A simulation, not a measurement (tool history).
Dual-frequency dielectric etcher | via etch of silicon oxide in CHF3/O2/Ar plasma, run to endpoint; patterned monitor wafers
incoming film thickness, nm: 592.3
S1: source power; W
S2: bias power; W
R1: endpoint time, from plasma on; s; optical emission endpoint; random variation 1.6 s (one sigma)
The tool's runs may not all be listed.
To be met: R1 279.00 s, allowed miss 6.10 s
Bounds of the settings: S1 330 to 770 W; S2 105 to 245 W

{"run": 1, "hour": 0.0, "S1": 550, "S2": 175, "R1": 306.4}
{"run": 2, "hour": 5.0, "S1": 560, "S2": 176, "R1": 303.16}
{"run": 3, "hour": 11.4, "S1": 570, "S2": 177, "R1": 303.0}
{"run": 4, "hour": 16.3, "S1": 570, "S2": 206, "R1": 288.75}
{"run": 5, "hour": 22.5, "S1": 570, "S2": 181, "R1": 302.2}
{"run": 6, "hour": 29.5, "S1": 580, "S2": 183, "R1": 299.26}
{"run": 7, "hour": 37.0, "S1": 590, "S2": 185, "R1": 299.63}
{"run": 8, "hour": 38.1, "S1": 590, "S2": 189, "R1": 293.32}
{"run": 9, "hour": 41.4, "S1": 660, "S2": 194, "R1": 288.73}

Which of these 5 next moves meets every target?
{"run": "A", "hour": 44.7, "S1": 530, "S2": 183, "R1": "?"}
{"run": "B", "hour": 44.7, "S1": 600, "S2": 165, "R1": "?"}
{"run": "C", "hour": 44.7, "S1": 660, "S2": 209, "R1": "?"}
{"run": "D", "hour": 44.7, "S1": 650, "S2": 181, "R1": "?"}
{"run": "E", "hour": 44.7, "S1": 580, "S2": 185, "R1": "?"}

move=A R1=308.93
move=B R1=309.86
move=C R1=283.10
move=D R1=296.41
move=E R1=302.10
A: further off than the last run
B: further off than the last run
C: meets every target
D: further off than the last run
E: further off than the last run
Move C is the one to make.

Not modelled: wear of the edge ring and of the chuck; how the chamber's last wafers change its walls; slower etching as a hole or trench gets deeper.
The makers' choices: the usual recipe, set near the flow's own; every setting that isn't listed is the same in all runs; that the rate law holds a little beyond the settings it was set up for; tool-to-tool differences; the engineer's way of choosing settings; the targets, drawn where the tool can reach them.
